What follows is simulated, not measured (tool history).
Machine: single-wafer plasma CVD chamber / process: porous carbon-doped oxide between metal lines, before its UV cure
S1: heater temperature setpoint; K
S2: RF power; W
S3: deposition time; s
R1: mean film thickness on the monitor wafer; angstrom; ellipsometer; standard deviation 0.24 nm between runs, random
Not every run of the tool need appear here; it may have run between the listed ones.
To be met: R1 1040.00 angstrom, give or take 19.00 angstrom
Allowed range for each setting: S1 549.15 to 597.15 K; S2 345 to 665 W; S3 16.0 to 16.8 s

run	hour	S1	S2	S3	R1
1	0.0	573.15	505	16.8	932.61
2	1.2	568.15	510	16.8	964.81
3	1.8	574.15	510	16.8	936.44
4	8.1	568.15	510	16.8	968.03
5	14.8	579.15	510	16.8	915.91
6	17.9	579.15	440	16.8	811.63
7	22.8	571.15	465	16.8	886.78
8	28.7	565.15	480	16.8	936.84
9	31.1	561.15	490	16.8	973.06
10	32.7	558.15	495	16.8	998.62
11	40.7	556.15	495	16.8	1010.20
12	42.5	555.15	495	16.8	1017.20

Which one of the following 4 next-run settings gets every result inside its allowed miss? There is exactly one.
A	44.3	550.15	475	16.1	?
B	44.3	552.15	465	16.8	?
C	44.3	561.15	525	16.0	?
D	44.3	559.15	520	16.8	?

move	R1
A	979.34
B	992.08
C	984.81
D	1036.70
A: lands further from the targets than the last run did
B: lands further from the targets than the last run did
C: lands further from the targets than the last run did
D: all results in spec
The move that meets every target is D.
